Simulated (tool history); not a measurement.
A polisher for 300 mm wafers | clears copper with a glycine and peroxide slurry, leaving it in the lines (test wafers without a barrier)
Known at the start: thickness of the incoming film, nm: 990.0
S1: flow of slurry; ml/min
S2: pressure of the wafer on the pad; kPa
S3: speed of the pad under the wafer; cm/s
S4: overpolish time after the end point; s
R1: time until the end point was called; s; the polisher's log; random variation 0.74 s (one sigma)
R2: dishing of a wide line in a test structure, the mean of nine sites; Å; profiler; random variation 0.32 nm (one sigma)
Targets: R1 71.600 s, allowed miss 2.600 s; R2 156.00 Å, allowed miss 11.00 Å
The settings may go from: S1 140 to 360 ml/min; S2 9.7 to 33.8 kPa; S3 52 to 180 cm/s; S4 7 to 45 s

run,hour,S1,S2,S3,S4,R1,R2
1,0.0,230,21.4,116,23,129.490,170.54
2,3.0,280,21.4,116,23,127.490,168.67
3,6.2,280,21.4,116,19,126.380,170.24
4,13.7,280,21.4,100,19,144.470,169.28
5,21.2,280,21.4,84,19,166.610,170.60
6,27.9,280,24.1,84,19,154.840,169.30
7,30.7,290,25.5,94,19,128.820,163.12
8,36.7,275,26.9,100,19,120.350,168.22
9,39.6,290,28.3,104,20,108.200,161.62
10,44.0,290,29.0,108,20,103.760,158.52
11,45.8,280,29.6,112,19,99.694,158.81

Which of these 4 next moves meets every target?
A,47.6,295,31.7,136,26,?,?
B,47.6,250,30.3,158,18,?,?
C,47.6,360,33.8,120,23,?,?
D,47.6,300,33.8,128,20,?,?

move,R1,R2
A,77.643,158.91
B,71.493,157.60
C,80.919,159.88
D,77.357,159.14
A: nearer than the last run, and not there yet
B: meets every target
C: nearer than the last run, and not there yet
D: nearer than the last run, and not there yet
Move B is the one to make.
